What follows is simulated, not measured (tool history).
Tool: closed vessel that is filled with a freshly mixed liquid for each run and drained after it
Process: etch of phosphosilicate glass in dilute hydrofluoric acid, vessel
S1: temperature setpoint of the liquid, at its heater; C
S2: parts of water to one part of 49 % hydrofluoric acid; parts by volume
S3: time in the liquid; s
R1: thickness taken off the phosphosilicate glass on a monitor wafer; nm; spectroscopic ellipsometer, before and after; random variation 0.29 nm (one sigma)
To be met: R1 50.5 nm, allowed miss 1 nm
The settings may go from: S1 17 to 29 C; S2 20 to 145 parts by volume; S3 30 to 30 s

run 1 hour=0 | S1=21 S2=80 S3=30 | R1=18.152
run 2 hour=0.8 | S1=21 S2=80 S3=30 | R1=18.015
run 3 hour=5.9 | S1=22.5 S2=70 S3=30 | R1=22.254
run 4 hour=14.8 | S1=23.5 S2=65 S3=30 | R1=25.289
run 5 hour=19.7 | S1=23.5 S2=65 S3=30 | R1=25.253
run 6 hour=24 | S1=22 S2=65 S3=30 | R1=23.717
run 7 hour=28.7 | S1=23 S2=60 S3=30 | R1=26.723
run 8 hour=37.2 | S1=24 S2=55 S3=30 | R1=31.04
run 9 hour=45.9 | S1=25 S2=50 S3=30 | R1=35.899
run 10 hour=51.8 | S1=25.5 S2=50 S3=30 | R1=36.516
run 11 hour=55.7 | S1=29 S2=35 S3=30 | R1=61.176
run 12 hour=59.9 | S1=26 S2=35 S3=30 | R1=54.052
run 13 hour=64.9 | S1=25.5 S2=35 S3=30 | R1=52.981
run 14 hour=65.8 | S1=25 S2=35 S3=30 | R1=52.555

4 next moves are on the table. One of them brings every result within its allowed miss. Which?
run A hour=66.7 | S1=26 S2=35 S3=30 | R1=?
run B hour=66.7 | S1=26.5 S2=40 S3=30 | R1=?
run C hour=66.7 | S1=24.5 S2=35 S3=30 | R1=?
run D hour=66.7 | S1=25.5 S2=35 S3=30 | R1=?

move=A R1=54.187
move=B R1=48.05
move=C R1=50.934
move=D R1=53.085
A: further off than the last run
B: takes the result that was furthest off past its target
C: meets every target
D: further off than the last run
Move C is the one to make.
